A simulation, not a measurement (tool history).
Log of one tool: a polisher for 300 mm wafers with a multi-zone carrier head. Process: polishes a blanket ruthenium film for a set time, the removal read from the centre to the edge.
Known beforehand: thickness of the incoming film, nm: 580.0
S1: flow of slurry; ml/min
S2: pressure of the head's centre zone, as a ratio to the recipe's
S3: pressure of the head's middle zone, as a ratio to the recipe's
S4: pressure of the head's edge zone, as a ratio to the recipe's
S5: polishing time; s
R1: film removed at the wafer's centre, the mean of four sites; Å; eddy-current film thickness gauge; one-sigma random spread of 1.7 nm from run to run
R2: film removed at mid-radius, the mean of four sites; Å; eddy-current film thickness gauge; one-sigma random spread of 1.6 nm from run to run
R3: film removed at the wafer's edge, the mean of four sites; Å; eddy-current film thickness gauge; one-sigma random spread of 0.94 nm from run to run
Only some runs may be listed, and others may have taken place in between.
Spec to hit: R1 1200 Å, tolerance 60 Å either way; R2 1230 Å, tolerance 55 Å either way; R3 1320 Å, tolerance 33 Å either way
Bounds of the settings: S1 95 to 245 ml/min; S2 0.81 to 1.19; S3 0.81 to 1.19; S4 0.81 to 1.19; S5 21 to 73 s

run,hour,S1,S2,S3,S4,S5,R1,R2,R3
1,0,155,1,1,1,47,1045.6,1074.6,1050.8
2,2.2,160,1,1,1.02,48,1087.7,1073.5,1056.9
3,2.9,160,1,1,1.02,37,845.47,854.42,823.07
4,10.1,160,1.04,1,1.02,37,869,843.23,814.9
5,15.2,160,1.03,1,1.03,39,912.77,883.18,866.08
6,22.7,160,1,1,1.03,39,907.77,887.12,877.15
7,30.1,160,0.98,1.01,1.04,40,883.81,926.13,916.33
8,31.7,165,0.98,1.01,1.06,41,917.73,932.25,942.09

Which of these 5 next moves meets every target?
A,33.3,160,1,1.04,1.09,53,?,?,?
B,33.3,180,0.94,0.95,1.13,55,?,?,?
C,33.3,190,0.96,0.82,1.09,53,?,?,?
D,33.3,195,1.03,0.99,1.07,53,?,?,?
E,33.3,175,1.08,0.83,1.18,55,?,?,?

move,R1,R2,R3
A,1205.6,1265.6,1215.4
B,1203.6,1253,1303.6
C,1195.7,1093,1246.2
D,1290.9,1261.6,1237.3
E,1375.7,1127.6,1326.8
A: nearer the targets than the last run, but a result is still out of spec
B: every result within its allowed miss
C: nearer the targets than the last run, but a result is still out of spec
D: nearer the targets than the last run, but a result is still out of spec
E: the furthest-off result lands on target, but another misses its tolerance
The right move is B.
